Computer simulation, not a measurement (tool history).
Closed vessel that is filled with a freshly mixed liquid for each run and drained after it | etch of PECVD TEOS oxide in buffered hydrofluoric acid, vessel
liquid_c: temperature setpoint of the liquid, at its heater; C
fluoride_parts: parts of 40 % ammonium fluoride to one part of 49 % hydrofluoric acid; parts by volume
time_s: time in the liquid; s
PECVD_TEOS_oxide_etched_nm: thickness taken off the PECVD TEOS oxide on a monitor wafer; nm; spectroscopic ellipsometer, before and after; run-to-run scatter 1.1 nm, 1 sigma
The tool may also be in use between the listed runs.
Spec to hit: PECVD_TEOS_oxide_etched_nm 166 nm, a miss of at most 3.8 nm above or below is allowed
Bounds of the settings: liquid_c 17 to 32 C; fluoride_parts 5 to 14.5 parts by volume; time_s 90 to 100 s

run,hour,liquid_c,fluoride_parts,time_s,PECVD_TEOS_oxide_etched_nm
1,0,24,9,90,255.33
2,1.2,24,7,90,329.6
3,7,24,7,90,331.99
4,10.3,22,7.5,90,277.49
5,11.6,20,7.5,90,249.87
6,14.8,20,7.5,100,275.09
7,18.3,19,8,100,242.71
8,25.4,18.5,8.5,100,221.38
9,29.8,18,9,100,202.01
10,37.4,17.5,9.5,100,186.38
11,44.6,17,10,100,178.8
12,47.7,17,10.5,100,170.91

Which one of the following 5 next-run settings gets every result inside its allowed miss? There is exactly one.
A,50.8,18.5,12,95,?
B,50.8,18,11.5,100,?
C,50.8,17,9.5,95,?
D,50.8,20.5,13,95,?
E,50.8,20,13,95,?

move,PECVD_TEOS_oxide_etched_nm
A,154.54
B,164.84
C,175.12
D,159.89
E,155.48
A: moves the result that the last run missed by most past its target, out the other side
B: all results in spec
C: the biggest miss grows against the last run
D: moves the result that the last run missed by most past its target, out the other side
E: moves the result that the last run missed by most past its target, out the other side
The right move is B.

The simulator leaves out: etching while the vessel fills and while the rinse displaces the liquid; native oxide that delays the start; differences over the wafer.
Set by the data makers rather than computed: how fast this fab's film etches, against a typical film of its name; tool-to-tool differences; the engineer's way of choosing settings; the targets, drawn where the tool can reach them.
